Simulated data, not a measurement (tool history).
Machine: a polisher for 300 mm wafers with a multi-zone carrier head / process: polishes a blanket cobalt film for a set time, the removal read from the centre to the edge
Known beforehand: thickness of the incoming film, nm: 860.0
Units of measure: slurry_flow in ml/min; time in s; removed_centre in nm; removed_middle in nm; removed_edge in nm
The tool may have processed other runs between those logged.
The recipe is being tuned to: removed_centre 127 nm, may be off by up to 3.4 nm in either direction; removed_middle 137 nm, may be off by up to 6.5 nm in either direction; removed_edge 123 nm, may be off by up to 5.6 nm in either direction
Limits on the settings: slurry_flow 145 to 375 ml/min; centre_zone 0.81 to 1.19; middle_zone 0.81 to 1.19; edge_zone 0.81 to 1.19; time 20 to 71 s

{"run": 1, "hour": 0.0, "slurry_flow": 240, "centre_zone": 1, "middle_zone": 1, "edge_zone": 1, "time": 45, "removed_centre": 207.74, "removed_middle": 186.85, "removed_edge": 195.55}
{"run": 2, "hour": 4.6, "slurry_flow": 240, "centre_zone": 1, "middle_zone": 1, "edge_zone": 1.07, "time": 45, "removed_centre": 206.26, "removed_middle": 180.67, "removed_edge": 201.69}
{"run": 3, "hour": 10.5, "slurry_flow": 240, "centre_zone": 1.04, "middle_zone": 1, "edge_zone": 1.07, "time": 45, "removed_centre": 215.48, "removed_middle": 184.18, "removed_edge": 196.77}
{"run": 4, "hour": 13.3, "slurry_flow": 235, "centre_zone": 1.01, "middle_zone": 1.05, "edge_zone": 1.03, "time": 38, "removed_centre": 176.8, "removed_middle": 164.22, "removed_edge": 164.34}
{"run": 5, "hour": 21.6, "slurry_flow": 235, "centre_zone": 1.01, "middle_zone": 1.05, "edge_zone": 1.03, "time": 45, "removed_centre": 209.96, "removed_middle": 187.64, "removed_edge": 192.43}
{"run": 6, "hour": 23.7, "slurry_flow": 235, "centre_zone": 1.01, "middle_zone": 1, "edge_zone": 1.03, "time": 45, "removed_centre": 209.02, "removed_middle": 181.48, "removed_edge": 195.43}
{"run": 7, "hour": 27.5, "slurry_flow": 225, "centre_zone": 0.98, "middle_zone": 1.04, "edge_zone": 0.99, "time": 39, "removed_centre": 175.04, "removed_middle": 163.21, "removed_edge": 163.98}
{"run": 8, "hour": 29.1, "slurry_flow": 205, "centre_zone": 0.88, "middle_zone": 1.06, "edge_zone": 0.89, "time": 29, "removed_centre": 114.73, "removed_middle": 121.98, "removed_edge": 116.85}
{"run": 9, "hour": 29.8, "slurry_flow": 230, "centre_zone": 0.89, "middle_zone": 1.08, "edge_zone": 0.9, "time": 29, "removed_centre": 116.84, "removed_middle": 126.89, "removed_edge": 119.04}
{"run": 10, "hour": 34.9, "slurry_flow": 240, "centre_zone": 0.91, "middle_zone": 1.09, "edge_zone": 0.91, "time": 29, "removed_centre": 122.33, "removed_middle": 124.58, "removed_edge": 116.7}
{"run": 11, "hour": 42.4, "slurry_flow": 240, "centre_zone": 0.89, "middle_zone": 1.14, "edge_zone": 0.9, "time": 32, "removed_centre": 130.85, "removed_middle": 143.82, "removed_edge": 132.74}
{"run": 12, "hour": 47.5, "slurry_flow": 240, "centre_zone": 0.89, "middle_zone": 1.13, "edge_zone": 0.87, "time": 32, "removed_centre": 131.64, "removed_middle": 146.65, "removed_edge": 129.77}
{"run": 13, "hour": 52.3, "slurry_flow": 235, "centre_zone": 0.89, "middle_zone": 1.11, "edge_zone": 0.86, "time": 32, "removed_centre": 128.94, "removed_middle": 143.81, "removed_edge": 127.38}
{"run": 14, "hour": 54.1, "slurry_flow": 235, "centre_zone": 0.89, "middle_zone": 1.09, "edge_zone": 0.86, "time": 32, "removed_centre": 130.71, "removed_middle": 139.69, "removed_edge": 126.89}
{"hour": 60.6, "done": "centre zone pressure recalibrated"}
{"run": 15, "hour": 60.6, "slurry_flow": 230, "centre_zone": 0.89, "middle_zone": 1.09, "edge_zone": 0.85, "time": 32, "removed_centre": 117.93, "removed_middle": 140.5, "removed_edge": 125.25}
{"run": 16, "hour": 62.4, "slurry_flow": 250, "centre_zone": 0.9, "middle_zone": 1.09, "edge_zone": 0.86, "time": 32, "removed_centre": 121.72, "removed_middle": 139.52, "removed_edge": 124.55}
{"run": 17, "hour": 67.6, "slurry_flow": 250, "centre_zone": 0.9, "middle_zone": 1.09, "edge_zone": 0.86, "time": 32, "removed_centre": 121.44, "removed_middle": 140.1, "removed_edge": 129.04}
{"run": 18, "hour": 71.1, "slurry_flow": 235, "centre_zone": 0.9, "middle_zone": 1.09, "edge_zone": 0.86, "time": 32, "removed_centre": 122.21, "removed_middle": 141.39, "removed_edge": 127.16}
{"run": 19, "hour": 72.2, "slurry_flow": 225, "centre_zone": 0.96, "middle_zone": 1.06, "edge_zone": 0.82, "time": 31, "removed_centre": 122.65, "removed_middle": 134.75, "removed_edge": 120.24}
{"run": 20, "hour": 79.5, "slurry_flow": 225, "centre_zone": 0.96, "middle_zone": 1.06, "edge_zone": 0.83, "time": 31, "removed_centre": 124.09, "removed_middle": 130.49, "removed_edge": 121.37}

Exercise: of the 5 proposed moves below, exactly one satisfies all targets within the stated allowed misses. Which move is it?
{"run": "A", "hour": 86.8, "slurry_flow": 240, "centre_zone": 1.01, "middle_zone": 0.95, "edge_zone": 0.92, "time": 30, "removed_centre": "?", "removed_middle": "?", "removed_edge": "?"}
{"run": "B", "hour": 86.8, "slurry_flow": 240, "centre_zone": 0.97, "middle_zone": 1.08, "edge_zone": 0.84, "time": 31, "removed_centre": "?", "removed_middle": "?", "removed_edge": "?"}
{"run": "C", "hour": 86.8, "slurry_flow": 270, "centre_zone": 0.98, "middle_zone": 0.89, "edge_zone": 0.95, "time": 32, "removed_centre": "?", "removed_middle": "?", "removed_edge": "?"}
{"run": "D", "hour": 86.8, "slurry_flow": 240, "centre_zone": 1.13, "middle_zone": 1.19, "edge_zone": 0.82, "time": 29, "removed_centre": "?", "removed_middle": "?", "removed_edge": "?"}
{"run": "E", "hour": 86.8, "slurry_flow": 250, "centre_zone": 1.02, "middle_zone": 1.09, "edge_zone": 0.88, "time": 28, "removed_centre": "?", "removed_middle": "?", "removed_edge": "?"}

move=A removed_centre=126.65 removed_middle=116.15 removed_edge=122.35
move=B removed_centre=125.76 removed_middle=133.82 removed_edge=121.1
move=C removed_centre=132.73 removed_middle=118.75 removed_edge=133.77
move=D removed_centre=137.31 removed_middle=135.96 removed_edge=111.93
move=E removed_centre=120.06 removed_middle=122.3 removed_edge=112.03
A: misses by more than the last run did
B: meets every target
C: misses by more than the last run did
D: meets the target for the result that was furthest off, but another lies outside its allowed miss
E: misses by more than the last run did
So the answer is move B, the one that meets all the targets.
